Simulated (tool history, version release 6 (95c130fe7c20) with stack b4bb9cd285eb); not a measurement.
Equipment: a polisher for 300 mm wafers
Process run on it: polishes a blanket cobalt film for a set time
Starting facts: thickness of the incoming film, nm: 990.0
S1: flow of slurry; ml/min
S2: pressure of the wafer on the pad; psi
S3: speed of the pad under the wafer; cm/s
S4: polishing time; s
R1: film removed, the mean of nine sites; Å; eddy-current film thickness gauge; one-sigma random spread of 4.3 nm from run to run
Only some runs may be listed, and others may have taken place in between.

run,hour,S1,S2,S3,S4,R1
1,0.0,305,1.7,126,52,2444.9
2,7.6,305,1.7,126,55,2511.4
3,11.1,305,1.8,126,55,2667.6
4,19.6,305,1.9,126,55,2806.6
5,26.1,305,1.9,104,55,2332.1
6,27.3,305,1.9,104,52,2159.7

Run 7 comes next. What will it give?
7,28.4,305,2.1,106,52,?

{"run 7": {"R1": 2404.0}}

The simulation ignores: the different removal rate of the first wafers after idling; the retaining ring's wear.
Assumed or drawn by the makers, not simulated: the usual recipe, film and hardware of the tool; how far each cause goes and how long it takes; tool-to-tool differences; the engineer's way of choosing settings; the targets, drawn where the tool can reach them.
